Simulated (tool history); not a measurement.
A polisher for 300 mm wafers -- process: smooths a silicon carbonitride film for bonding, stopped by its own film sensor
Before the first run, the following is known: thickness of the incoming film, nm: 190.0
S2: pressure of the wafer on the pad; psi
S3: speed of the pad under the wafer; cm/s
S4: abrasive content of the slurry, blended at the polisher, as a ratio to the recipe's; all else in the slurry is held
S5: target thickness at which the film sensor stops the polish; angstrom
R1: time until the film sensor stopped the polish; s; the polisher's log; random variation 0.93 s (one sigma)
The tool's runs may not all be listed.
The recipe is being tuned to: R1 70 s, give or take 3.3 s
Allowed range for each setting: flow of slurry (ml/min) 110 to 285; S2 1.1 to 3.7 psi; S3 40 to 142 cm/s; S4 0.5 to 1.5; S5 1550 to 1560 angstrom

{"run": 1, "day": 0.0, "flow of slurry (ml/min)": 180, "S2": 2.4, "S3": 90, "S4": 1, "S5": 1560, "R1": 102.82}
{"run": 2, "day": 0.354, "flow of slurry (ml/min)": 180, "S2": 2.4, "S3": 70, "S4": 1, "S5": 1560, "R1": 127}
{"run": 3, "day": 0.592, "flow of slurry (ml/min)": 180, "S2": 1.9, "S3": 70, "S4": 1, "S5": 1560, "R1": 155.66}
{"run": 4, "day": 0.888, "flow of slurry (ml/min)": 180, "S2": 1.9, "S3": 70, "S4": 0.8, "S5": 1560, "R1": 169.77}
{"run": 5, "day": 1.167, "flow of slurry (ml/min)": 180, "S2": 2.2, "S3": 72, "S4": 0.8, "S5": 1560, "R1": 145.96}
{"run": 6, "day": 1.525, "flow of slurry (ml/min)": 180, "S2": 2.2, "S3": 72, "S4": 1, "S5": 1560, "R1": 130.84}
{"run": 7, "day": 1.554, "flow of slurry (ml/min)": 180, "S2": 2.4, "S3": 72, "S4": 1, "S5": 1560, "R1": 122}
{"run": 8, "day": 1.817, "flow of slurry (ml/min)": 180, "S2": 2.6, "S3": 72, "S4": 1, "S5": 1560, "R1": 112.07}
{"run": 9, "day": 2.146, "flow of slurry (ml/min)": 180, "S2": 2.8, "S3": 72, "S4": 1, "S5": 1560, "R1": 102.94}
{"run": 10, "day": 2.492, "flow of slurry (ml/min)": 185, "S2": 3.4, "S3": 76, "S4": 1, "S5": 1560, "R1": 81.069}
{"run": 11, "day": 2.733, "flow of slurry (ml/min)": 185, "S2": 3.6, "S3": 78, "S4": 1, "S5": 1560, "R1": 75.496}

Which one of the following 4 next-run settings gets every result inside its allowed miss? There is exactly one.
{"run": "A", "day": 2.975, "flow of slurry (ml/min)": 170, "S2": 3.6, "S3": 70, "S4": 1.1, "S5": 1560, "R1": "?"}
{"run": "B", "day": 2.975, "flow of slurry (ml/min)": 180, "S2": 3.3, "S3": 78, "S4": 1.15, "S5": 1550, "R1": "?"}
{"run": "C", "day": 2.975, "flow of slurry (ml/min)": 155, "S2": 3.7, "S3": 88, "S4": 0.8, "S5": 1560, "R1": "?"}
{"run": "D", "day": 2.975, "flow of slurry (ml/min)": 180, "S2": 3.7, "S3": 82, "S4": 1, "S5": 1560, "R1": "?"}

move=A R1=80.643
move=B R1=80.776
move=C R1=76.243
move=D R1=71.42
A: misses by more than the last run did
B: misses by more than the last run did
C: misses by more than the last run did
D: meets every target
Correct choice: D, which meets every target

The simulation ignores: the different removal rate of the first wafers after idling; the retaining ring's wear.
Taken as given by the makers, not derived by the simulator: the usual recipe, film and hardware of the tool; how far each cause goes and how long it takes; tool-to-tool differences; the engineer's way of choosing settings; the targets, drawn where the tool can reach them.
